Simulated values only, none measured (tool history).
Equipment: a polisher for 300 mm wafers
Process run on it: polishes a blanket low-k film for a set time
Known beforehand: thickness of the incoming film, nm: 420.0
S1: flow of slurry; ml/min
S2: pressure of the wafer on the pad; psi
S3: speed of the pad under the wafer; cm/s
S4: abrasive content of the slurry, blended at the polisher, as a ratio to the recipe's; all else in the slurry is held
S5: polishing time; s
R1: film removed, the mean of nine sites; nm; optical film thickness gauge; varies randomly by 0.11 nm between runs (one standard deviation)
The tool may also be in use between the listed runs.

Run 1, hour 0.0: S1 135 ml/min, S2 1.5 psi, S3 88 cm/s, S4 1.0, S5 39 s. Result: R1 13.149 nm.
Run 2, hour 8.7: S1 135 ml/min, S2 1.4 psi, S3 88 cm/s, S4 1.0, S5 39 s. Result: R1 12.571 nm.
Run 3, hour 14.0: S1 135 ml/min, S2 1.4 psi, S3 96 cm/s, S4 1.0, S5 39 s. Result: R1 13.416 nm.
Run 4, hour 19.6: S1 135 ml/min, S2 1.3 psi, S3 96 cm/s, S4 1.0, S5 39 s. Result: R1 12.230 nm.
Run 5, hour 26.1: S1 135 ml/min, S2 1.5 psi, S3 96 cm/s, S4 1.0, S5 39 s. Result: R1 14.365 nm.
Run 6, hour 32.1: S1 135 ml/min, S2 1.5 psi, S3 96 cm/s, S4 0.9, S5 39 s. Result: R1 13.207 nm.
Run 7, hour 33.2: S1 135 ml/min, S2 1.4 psi, S3 96 cm/s, S4 0.9, S5 39 s. Result: R1 12.613 nm.
Run 8, hour 38.6: S1 135 ml/min, S2 1.3 psi, S3 96 cm/s, S4 0.9, S5 39 s. Result: R1 11.732 nm.

The next listed run, before its measurement:
Run 9, hour 39.5: S1 135 ml/min, S2 1.2 psi, S3 96 cm/s, S4 0.9, S5 39 s. Result: R1 ?.

R1: 10.869 nm

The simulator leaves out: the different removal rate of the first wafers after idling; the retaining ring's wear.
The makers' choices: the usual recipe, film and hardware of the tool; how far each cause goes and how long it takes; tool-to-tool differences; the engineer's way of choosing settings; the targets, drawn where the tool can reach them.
